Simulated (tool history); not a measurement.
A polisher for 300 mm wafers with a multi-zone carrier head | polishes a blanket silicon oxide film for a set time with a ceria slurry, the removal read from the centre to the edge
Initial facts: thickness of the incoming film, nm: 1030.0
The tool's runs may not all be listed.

run,hour,flow of slurry (ml/min),pressure of the head's centre zone,pressure of the head's middle zone,pressure of the head's edge zone,polishing time (s),film removed at the wafer's centre (nm),film removed at mid-radius (nm),film removed at the wafer's edge (nm)
1,0.0,220,1.00,1.00,1.00,50,200.87,202.64,208.00
2,4.9,230,1.02,1.03,1.04,52,212.68,220.31,222.46
3,6.7,240,1.05,1.05,1.07,54,230.42,233.26,228.75
4,13.7,240,1.05,1.05,1.07,59,249.06,254.04,254.12
5,22.0,250,1.05,1.06,1.09,60,261.00,261.42,261.01
6,30.9,250,1.05,0.97,1.09,60,257.90,246.85,258.59
7,36.5,260,1.05,1.00,1.10,60,258.76,252.49,264.47

What will run 8 give?
8,43.5,265,1.05,1.03,1.10,60,?,?,?

{"run 8": {"film removed at the wafer's centre (nm)": 267.39, "film removed at mid-radius (nm)": 260.71, "film removed at the wafer's edge (nm)": 262.52}}
